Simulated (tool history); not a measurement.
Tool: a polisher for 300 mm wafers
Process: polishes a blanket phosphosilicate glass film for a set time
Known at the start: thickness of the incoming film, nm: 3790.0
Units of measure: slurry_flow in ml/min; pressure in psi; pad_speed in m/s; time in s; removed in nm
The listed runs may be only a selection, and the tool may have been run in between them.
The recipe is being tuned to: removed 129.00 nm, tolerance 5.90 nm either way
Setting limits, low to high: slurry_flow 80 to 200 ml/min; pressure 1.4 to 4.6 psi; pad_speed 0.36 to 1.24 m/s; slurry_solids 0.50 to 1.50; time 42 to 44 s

Run 1, hour 0.0: slurry_flow 130 ml/min, pressure 3.0 psi, pad_speed 0.80 m/s, slurry_solids 1.00, time 42 s. Result: removed 288.94 nm.
Run 2, hour 1.5: slurry_flow 145 ml/min, pressure 3.0 psi, pad_speed 0.80 m/s, slurry_solids 1.00, time 42 s. Result: removed 296.87 nm.
Run 3, hour 4.2: slurry_flow 145 ml/min, pressure 3.0 psi, pad_speed 0.80 m/s, slurry_solids 0.85, time 42 s. Result: removed 270.65 nm.
Run 4, hour 11.8: slurry_flow 140 ml/min, pressure 2.5 psi, pad_speed 0.74 m/s, slurry_solids 0.85, time 42 s. Result: removed 213.50 nm.
Run 5, hour 19.8: slurry_flow 140 ml/min, pressure 2.5 psi, pad_speed 0.86 m/s, slurry_solids 0.85, time 42 s. Result: removed 238.26 nm.
Run 6, hour 28.7: slurry_flow 120 ml/min, pressure 2.5 psi, pad_speed 0.86 m/s, slurry_solids 0.85, time 42 s. Result: removed 231.89 nm.
Run 7, hour 36.4: slurry_flow 120 ml/min, pressure 2.1 psi, pad_speed 0.80 m/s, slurry_solids 0.85, time 42 s. Result: removed 187.99 nm.
Run 8, hour 42.3: slurry_flow 115 ml/min, pressure 1.9 psi, pad_speed 0.76 m/s, slurry_solids 0.85, time 42 s. Result: removed 155.59 nm.
Run 9, hour 47.6: slurry_flow 115 ml/min, pressure 1.9 psi, pad_speed 0.76 m/s, slurry_solids 0.85, time 42 s. Result: removed 160.27 nm.
Run 10, hour 56.1: slurry_flow 110 ml/min, pressure 1.8 psi, pad_speed 0.76 m/s, slurry_solids 0.85, time 42 s. Result: removed 152.77 nm.
Run 11, hour 65.1: slurry_flow 105 ml/min, pressure 1.7 psi, pad_speed 0.76 m/s, slurry_solids 0.85, time 42 s. Result: removed 140.10 nm.
Run 12, hour 71.6: slurry_flow 100 ml/min, pressure 1.7 psi, pad_speed 0.76 m/s, slurry_solids 0.85, time 42 s. Result: removed 139.09 nm.
Run 13, hour 73.6: slurry_flow 95 ml/min, pressure 1.7 psi, pad_speed 0.76 m/s, slurry_solids 0.85, time 42 s. Result: removed 135.99 nm.
Run 14, hour 79.6: slurry_flow 95 ml/min, pressure 1.7 psi, pad_speed 0.76 m/s, slurry_solids 0.85, time 42 s. Result: removed 135.79 nm.

Exactly one of the 5 candidate moves below puts every result within its allowed miss. Which one?
Run A, hour 85.6: slurry_flow 85 ml/min, pressure 1.8 psi, pad_speed 0.84 m/s, slurry_solids 0.80, time 42 s. Result: removed ?.
Run B, hour 85.6: slurry_flow 80 ml/min, pressure 2.1 psi, pad_speed 0.78 m/s, slurry_solids 0.85, time 42 s. Result: removed ?.
Run C, hour 85.6: slurry_flow 80 ml/min, pressure 1.5 psi, pad_speed 0.74 m/s, slurry_solids 1.15, time 42 s. Result: removed ?.
Run D, hour 85.6: slurry_flow 95 ml/min, pressure 1.8 psi, pad_speed 0.84 m/s, slurry_solids 0.75, time 42 s. Result: removed ?.
Run E, hour 85.6: slurry_flow 115 ml/min, pressure 1.8 psi, pad_speed 0.70 m/s, slurry_solids 0.95, time 42 s. Result: removed ?.

move  removed
   A   144.57
   B   159.57
   C   128.67
   D   144.60
   E   149.50
A: lands further from the targets than the last run did
B: lands further from the targets than the last run did
C: all results land within tolerance of their targets
D: lands further from the targets than the last run did
E: lands further from the targets than the last run did
So the answer is move C, the one that meets all the targets.
